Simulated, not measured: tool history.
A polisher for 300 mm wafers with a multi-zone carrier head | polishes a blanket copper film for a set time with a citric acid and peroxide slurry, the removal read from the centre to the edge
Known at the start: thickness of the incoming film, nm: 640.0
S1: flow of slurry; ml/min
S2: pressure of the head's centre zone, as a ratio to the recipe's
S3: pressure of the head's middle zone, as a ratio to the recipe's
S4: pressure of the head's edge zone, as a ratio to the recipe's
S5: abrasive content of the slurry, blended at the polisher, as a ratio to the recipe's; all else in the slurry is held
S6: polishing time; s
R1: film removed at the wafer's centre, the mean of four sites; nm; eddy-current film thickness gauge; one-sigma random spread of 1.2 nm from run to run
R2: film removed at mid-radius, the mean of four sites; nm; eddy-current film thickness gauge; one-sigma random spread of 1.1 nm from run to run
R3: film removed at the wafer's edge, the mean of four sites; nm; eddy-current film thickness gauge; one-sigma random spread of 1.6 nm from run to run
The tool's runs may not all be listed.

| run | hour | S1 | S2 | S3 | S4 | S5 | S6 | R1 | R2 | R3 |
|---|---|---|---|---|---|---|---|---|---|---|
| 1 | 0.0 | 255 | 1.00 | 1.00 | 1.00 | 1.00 | 57 | 161.81 | 157.59 | 159.73 |
| 2 | 1.5 | 250 | 0.98 | 0.96 | 0.97 | 0.85 | 54 | 145.84 | 137.75 | 144.90 |
| 3 | 3.2 | 245 | 0.96 | 0.94 | 0.94 | 0.75 | 52 | 134.63 | 130.29 | 139.40 |
| 4 | 5.1 | 245 | 0.96 | 0.93 | 0.93 | 0.70 | 50 | 128.84 | 122.27 | 129.56 |
| 5 | 8.7 | 245 | 0.96 | 0.93 | 1.00 | 0.70 | 50 | 128.78 | 123.63 | 133.59 |
| 6 | 17.1 | 245 | 0.96 | 0.92 | 0.99 | 0.65 | 49 | 125.98 | 117.42 | 125.39 |
| 7 | 25.1 | 240 | 0.95 | 0.91 | 0.99 | 0.60 | 49 | 121.54 | 114.92 | 129.39 |

What will run 8 give?
| 8 | 33.8 | 245 | 0.95 | 0.91 | 0.98 | 0.55 | 48 | ? | ? | ? |

R1: 119.20 nm
R2: 111.29 nm
R3: 121.62 nm
